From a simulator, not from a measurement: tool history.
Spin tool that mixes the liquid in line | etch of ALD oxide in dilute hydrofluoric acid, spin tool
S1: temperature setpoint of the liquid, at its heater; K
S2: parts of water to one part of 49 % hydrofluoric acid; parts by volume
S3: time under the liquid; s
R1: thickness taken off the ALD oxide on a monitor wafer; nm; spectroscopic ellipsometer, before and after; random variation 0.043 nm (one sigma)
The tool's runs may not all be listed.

run 1 hour=0.0 | S1=299.15 S2=60 S3=15 | R1=3.1058
run 2 hour=7.7 | S1=299.15 S2=60 S3=15 | R1=3.0891
run 3 hour=12.2 | S1=301.15 S2=55 S3=15 | R1=3.6985
run 4 hour=14.7 | S1=301.15 S2=55 S3=15 | R1=3.6977
run 5 hour=19.3 | S1=301.15 S2=45 S3=15 | R1=4.5413
run 6 hour=26.0 | S1=302.65 S2=45 S3=15 | R1=4.8328
run 7 hour=28.6 | S1=303.65 S2=45 S3=15 | R1=5.0619
run 8 hour=33.2 | S1=304.65 S2=45 S3=15 | R1=5.2119

For run 9, what comes out?
run 9 hour=41.7 | S1=304.65 S2=45 S3=15 | R1=?

R1: 5.2152 nm
